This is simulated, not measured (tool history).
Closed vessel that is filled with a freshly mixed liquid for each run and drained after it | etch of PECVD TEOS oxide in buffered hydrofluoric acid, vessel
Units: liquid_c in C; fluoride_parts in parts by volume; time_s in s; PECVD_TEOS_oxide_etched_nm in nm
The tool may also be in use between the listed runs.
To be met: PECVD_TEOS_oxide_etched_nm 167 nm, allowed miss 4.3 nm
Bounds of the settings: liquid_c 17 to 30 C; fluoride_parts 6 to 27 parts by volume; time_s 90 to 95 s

run	hour	liquid_c	fluoride_parts	time_s	PECVD_TEOS_oxide_etched_nm
1	0	22	16.5	90	119.14
2	5.1	18.5	16.5	90	98.152
3	9.3	18.5	16.5	95	103.41
4	10.1	19.5	16.5	95	109.43
5	15.2	19.5	13	95	138.81
6	15.9	19.5	16.5	95	109.24
7	19	23.5	16	95	141.47
8	19.6	24	16	95	145.69
9	24	24.5	16	95	148.07
10	30.9	25	16	95	153.14

4 next moves are on the table. One of them brings every result within its allowed miss. Which?
A	37.8	27	17.5	90	?
B	37.8	26	17	90	?
C	37.8	24.5	16	90	?
D	37.8	26	14.5	90	?

move	PECVD_TEOS_oxide_etched_nm
A	147.29
B	143.61
C	140.53
D	167.9
A: further off than the last run
B: further off than the last run
C: further off than the last run
D: meets every target
Move D is the one to make.
